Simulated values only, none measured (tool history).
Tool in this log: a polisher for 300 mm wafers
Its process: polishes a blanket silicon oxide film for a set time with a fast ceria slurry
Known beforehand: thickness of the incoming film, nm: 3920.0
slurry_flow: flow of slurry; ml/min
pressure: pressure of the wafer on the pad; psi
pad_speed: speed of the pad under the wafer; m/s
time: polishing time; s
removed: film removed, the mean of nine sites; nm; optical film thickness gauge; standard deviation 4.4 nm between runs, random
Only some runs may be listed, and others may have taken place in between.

run  hour  slurry_flow  pressure  pad_speed  time  removed
  1     0          290       2.4       1.26    19    381.7
  2   1.6          290       2.6       1.26    19    406.5
  3   7.2          290       2.6       1.26    17   364.13
  4  11.8          265       2.6       1.26    17    360.1
  5    17          295       2.7       1.26    17   376.32
  6  21.5          295       3.1       1.26    17   432.14

Run 7 has not been measured yet. What should we expect?
  7  24.9          300       3.4       1.26    17        ?

Run 7 gave removed 463.69 nm.
